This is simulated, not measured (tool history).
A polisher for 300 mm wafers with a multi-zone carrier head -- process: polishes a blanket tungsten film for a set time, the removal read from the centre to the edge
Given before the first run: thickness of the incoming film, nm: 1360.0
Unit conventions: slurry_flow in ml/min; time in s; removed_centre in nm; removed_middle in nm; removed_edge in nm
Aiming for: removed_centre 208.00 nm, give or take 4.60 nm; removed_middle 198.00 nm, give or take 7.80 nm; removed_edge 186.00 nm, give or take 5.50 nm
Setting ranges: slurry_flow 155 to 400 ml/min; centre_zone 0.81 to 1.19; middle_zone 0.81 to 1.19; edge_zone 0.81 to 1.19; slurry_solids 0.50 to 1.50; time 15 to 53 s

run	hour	slurry_flow	centre_zone	middle_zone	edge_zone	slurry_solids	time	removed_centre	removed_middle	removed_edge
1	0.0	255	1.00	1.00	1.00	1.00	34	170.61	174.51	169.26
2	0.9	265	1.02	1.01	1.01	1.00	34	173.55	180.94	174.96
3	3.6	275	1.04	1.01	1.00	1.00	34	179.20	183.23	174.81
4	6.0	275	1.09	1.01	1.00	1.00	34	186.61	182.54	173.77
5	7.6	275	1.09	1.01	1.00	1.00	30	161.62	158.59	152.40
6	14.2	275	1.09	1.01	1.00	1.00	23	124.78	120.21	115.99
7	22.9	285	1.10	1.02	1.01	1.05	24	132.26	126.09	124.60
8	25.2	355	1.19	1.12	0.95	1.30	33	205.45	204.24	175.01
9	29.6	355	1.19	1.12	0.95	1.30	33	202.81	194.20	174.86

Consider the 5 candidate settings below. Which is the only one whose results all fall within their allowed miss of target?
A	34.0	370	1.12	1.16	0.95	1.25	33	?	?	?
B	34.0	330	1.14	1.08	1.00	1.50	32	?	?	?
C	34.0	345	1.16	0.97	0.99	1.30	33	?	?	?
D	34.0	310	1.01	0.97	1.13	1.40	36	?	?	?
E	34.0	360	1.18	1.08	1.04	1.25	34	?	?	?

move	removed_centre	removed_middle	removed_edge
A	193.70	203.99	172.14
B	194.55	191.72	175.55
C	198.96	178.72	176.36
D	195.51	195.74	206.63
E	207.29	198.63	185.12
A: its largest miss is bigger than the last run's
B: its largest miss is bigger than the last run's
C: its largest miss is bigger than the last run's
D: takes the biggest miss from the last run beyond its target
E: in spec on every target
Answer: E
